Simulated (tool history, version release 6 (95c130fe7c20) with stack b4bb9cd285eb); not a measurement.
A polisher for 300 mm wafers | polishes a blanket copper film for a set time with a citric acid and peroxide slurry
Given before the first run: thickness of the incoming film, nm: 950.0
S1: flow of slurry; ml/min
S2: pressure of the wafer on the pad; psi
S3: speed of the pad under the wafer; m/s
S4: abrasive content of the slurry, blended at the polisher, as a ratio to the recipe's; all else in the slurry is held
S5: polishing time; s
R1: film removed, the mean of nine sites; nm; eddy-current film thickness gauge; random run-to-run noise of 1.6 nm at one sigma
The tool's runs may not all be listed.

run	hour	S1	S2	S3	S4	S5	R1
1	0.0	240	2.7	1.18	1.00	66	134.85
2	4.9	240	2.7	1.18	0.80	66	129.69
3	11.4	245	2.9	1.20	0.80	66	141.74
4	17.0	245	2.9	1.32	0.80	66	154.04
5	25.6	215	2.9	1.32	0.80	66	150.90
6	33.5	215	2.9	1.32	0.95	66	158.23
7	42.3	215	2.9	1.32	0.95	66	155.89

Estimate the outcome of run 8 from the log above:
8	50.6	260	3.6	1.34	0.95	66	?

Run 8 yielded R1 193.45 nm.
